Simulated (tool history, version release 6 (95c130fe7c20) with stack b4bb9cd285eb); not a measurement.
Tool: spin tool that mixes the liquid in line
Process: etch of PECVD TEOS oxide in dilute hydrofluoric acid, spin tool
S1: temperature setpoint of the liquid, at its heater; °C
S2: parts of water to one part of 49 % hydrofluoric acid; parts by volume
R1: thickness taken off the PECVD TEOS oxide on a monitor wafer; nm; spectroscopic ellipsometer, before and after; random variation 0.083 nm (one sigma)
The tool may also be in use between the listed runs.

{"run": 1, "hour": 0.0, "S1": 22, "S2": 185, "time under the liquid (s)": 65, "R1": 4.4515}
{"run": 2, "hour": 0.7, "S1": 22, "S2": 185, "time under the liquid (s)": 65, "R1": 4.5097}
{"run": 3, "hour": 7.5, "S1": 25.5, "S2": 185, "time under the liquid (s)": 65, "R1": 5.1408}
{"run": 4, "hour": 12.0, "S1": 24, "S2": 185, "time under the liquid (s)": 65, "R1": 4.8695}
{"run": 5, "hour": 14.1, "S1": 25.5, "S2": 170, "time under the liquid (s)": 65, "R1": 5.6076}
{"run": 6, "hour": 17.5, "S1": 26.5, "S2": 155, "time under the liquid (s)": 65, "R1": 6.5201}

What does the tool deliver on the next run?
{"run": 7, "hour": 24.0, "S1": 27.5, "S2": 150, "time under the liquid (s)": 65, "R1": "?"}

Run 7 gave R1 7.0444 nm.
